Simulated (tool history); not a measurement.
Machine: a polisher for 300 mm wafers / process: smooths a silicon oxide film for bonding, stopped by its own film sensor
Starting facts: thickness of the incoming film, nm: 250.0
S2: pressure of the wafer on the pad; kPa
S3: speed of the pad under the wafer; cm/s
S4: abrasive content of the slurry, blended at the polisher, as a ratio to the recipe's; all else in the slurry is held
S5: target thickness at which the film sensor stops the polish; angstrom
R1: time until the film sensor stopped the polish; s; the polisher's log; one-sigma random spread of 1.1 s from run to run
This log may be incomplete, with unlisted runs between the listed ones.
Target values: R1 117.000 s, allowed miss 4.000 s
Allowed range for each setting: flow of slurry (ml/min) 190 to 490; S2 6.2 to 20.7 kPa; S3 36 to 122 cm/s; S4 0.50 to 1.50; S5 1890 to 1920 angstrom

{"run": 1, "hour": 0.0, "flow of slurry (ml/min)": 315, "S2": 13.1, "S3": 78, "S4": 1.0, "S5": 1920, "R1": 100.47}
{"run": 2, "hour": 4.9, "flow of slurry (ml/min)": 315, "S2": 13.1, "S3": 96, "S4": 1.0, "S5": 1920, "R1": 85.752}
{"run": 3, "hour": 11.7, "flow of slurry (ml/min)": 315, "S2": 12.4, "S3": 96, "S4": 1.0, "S5": 1920, "R1": 88.365}
{"run": 4, "hour": 12.5, "flow of slurry (ml/min)": 315, "S2": 11.7, "S3": 96, "S4": 1.0, "S5": 1920, "R1": 90.058}
{"run": 5, "hour": 19.1, "flow of slurry (ml/min)": 275, "S2": 11.7, "S3": 96, "S4": 1.0, "S5": 1920, "R1": 91.257}
{"run": 6, "hour": 26.4, "flow of slurry (ml/min)": 275, "S2": 11.7, "S3": 96, "S4": 1.1, "S5": 1920, "R1": 88.909}
{"run": 7, "hour": 31.1, "flow of slurry (ml/min)": 275, "S2": 11.0, "S3": 96, "S4": 1.1, "S5": 1920, "R1": 91.056}
{"run": 8, "hour": 33.0, "flow of slurry (ml/min)": 275, "S2": 11.0, "S3": 96, "S4": 1.1, "S5": 1920, "R1": 92.318}
{"run": 9, "hour": 35.1, "flow of slurry (ml/min)": 275, "S2": 10.3, "S3": 96, "S4": 1.1, "S5": 1920, "R1": 93.971}
{"run": 10, "hour": 37.9, "flow of slurry (ml/min)": 275, "S2": 9.7, "S3": 96, "S4": 1.1, "S5": 1920, "R1": 98.613}

Which of these 4 next moves meets every target?
{"run": "A", "hour": 40.7, "flow of slurry (ml/min)": 190, "S2": 9.0, "S3": 76, "S4": 1.25, "S5": 1900, "R1": "?"}
{"run": "B", "hour": 40.7, "flow of slurry (ml/min)": 270, "S2": 7.6, "S3": 90, "S4": 1.2, "S5": 1890, "R1": "?"}
{"run": "C", "hour": 40.7, "flow of slurry (ml/min)": 200, "S2": 7.6, "S3": 86, "S4": 1.25, "S5": 1900, "R1": "?"}
{"run": "D", "hour": 40.7, "flow of slurry (ml/min)": 215, "S2": 9.0, "S3": 92, "S4": 1.2, "S5": 1900, "R1": "?"}

move=A R1=126.550
move=B R1=116.650
move=C R1=123.010
move=D R1=107.810
A: takes the result that was furthest off past its target
B: all results land within tolerance of their targets
C: takes the result that was furthest off past its target
D: better than the last run, though not everything is in spec
The move that meets every target is B.
